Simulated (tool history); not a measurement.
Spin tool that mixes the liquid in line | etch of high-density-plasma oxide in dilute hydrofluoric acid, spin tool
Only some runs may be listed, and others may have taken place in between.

run	hour	temperature setpoint of the liquid (C)	parts of water to one part of 49 % hydrofluoric acid (parts by volume)	time under the liquid (s)	thickness taken off the high-density-plasma oxide on a monitor wafer (Å)
1	0	21	260	300	45.707
2	4	23	260	300	48.232
3	8.3	23.5	255	300	50.309
4	16.6	23.5	255	320	53.55
5	25.1	23.5	255	320	55.629
6	27.5	26	255	320	61.146
7	31	26.5	255	320	61.49

Predict the results of run 8:
8	37.4	27.5	245	320	?

{"run 8": {"thickness taken off the high-density-plasma oxide on a monitor wafer (Å)": 64.315}}

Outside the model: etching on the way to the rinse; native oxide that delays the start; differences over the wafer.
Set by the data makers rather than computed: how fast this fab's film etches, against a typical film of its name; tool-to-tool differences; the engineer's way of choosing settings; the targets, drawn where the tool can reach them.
